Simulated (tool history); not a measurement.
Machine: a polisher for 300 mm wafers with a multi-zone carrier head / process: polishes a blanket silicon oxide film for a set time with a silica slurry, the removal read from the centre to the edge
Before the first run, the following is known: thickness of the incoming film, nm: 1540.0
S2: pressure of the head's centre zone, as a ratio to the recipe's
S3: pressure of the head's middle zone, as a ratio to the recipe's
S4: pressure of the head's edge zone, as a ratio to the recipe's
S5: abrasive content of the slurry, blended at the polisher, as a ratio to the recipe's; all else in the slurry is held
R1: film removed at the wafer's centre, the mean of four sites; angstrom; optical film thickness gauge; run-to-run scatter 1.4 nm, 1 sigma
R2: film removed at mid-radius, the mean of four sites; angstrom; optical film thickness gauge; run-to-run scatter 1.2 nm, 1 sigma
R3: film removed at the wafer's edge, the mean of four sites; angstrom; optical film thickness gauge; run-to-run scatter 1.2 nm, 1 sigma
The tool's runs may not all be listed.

{"run": 1, "hour": 0.0, "flow of slurry (ml/min)": 285, "S2": 1.0, "S3": 1.0, "S4": 1.0, "S5": 1.0, "polishing time (s)": 78, "R1": 1519.4, "R2": 1518.7, "R3": 1490.8}
{"run": 2, "hour": 6.0, "flow of slurry (ml/min)": 285, "S2": 0.99, "S3": 0.98, "S4": 0.99, "S5": 0.9, "polishing time (s)": 76, "R1": 1389.8, "R2": 1349.4, "R3": 1386.6}
{"run": 3, "hour": 12.9, "flow of slurry (ml/min)": 285, "S2": 0.99, "S3": 0.98, "S4": 0.99, "S5": 0.9, "polishing time (s)": 93, "R1": 1708.3, "R2": 1691.8, "R3": 1712.4}
{"run": 4, "hour": 19.8, "flow of slurry (ml/min)": 285, "S2": 0.99, "S3": 1.02, "S4": 0.99, "S5": 0.9, "polishing time (s)": 93, "R1": 1672.9, "R2": 1728.8, "R3": 1704.7}
{"run": 5, "hour": 23.0, "flow of slurry (ml/min)": 285, "S2": 0.99, "S3": 1.01, "S4": 0.97, "S5": 0.8, "polishing time (s)": 88, "R1": 1576.8, "R2": 1548.7, "R3": 1547.4}
{"run": 6, "hour": 29.2, "flow of slurry (ml/min)": 285, "S2": 0.97, "S3": 1.01, "S4": 0.96, "S5": 0.75, "polishing time (s)": 83, "R1": 1401.9, "R2": 1406.9, "R3": 1413.6}
{"run": 7, "hour": 38.0, "flow of slurry (ml/min)": 285, "S2": 0.96, "S3": 1.01, "S4": 0.95, "S5": 0.7, "polishing time (s)": 80, "R1": 1274.1, "R2": 1325.3, "R3": 1323.1}
{"run": 8, "hour": 44.5, "flow of slurry (ml/min)": 285, "S2": 0.96, "S3": 1.0, "S4": 0.94, "S5": 0.65, "polishing time (s)": 77, "R1": 1192.2, "R2": 1227.6, "R3": 1254.3}

Run 9, settings as shown, results not yet in. Your forecast:
{"run": 9, "hour": 53.1, "flow of slurry (ml/min)": 285, "S2": 0.97, "S3": 1.0, "S4": 0.93, "S5": 0.6, "polishing time (s)": 75, "R1": "?", "R2": "?", "R3": "?"}

R1: 1180.1 angstrom
R2: 1179.2 angstrom
R3: 1161.0 angstrom
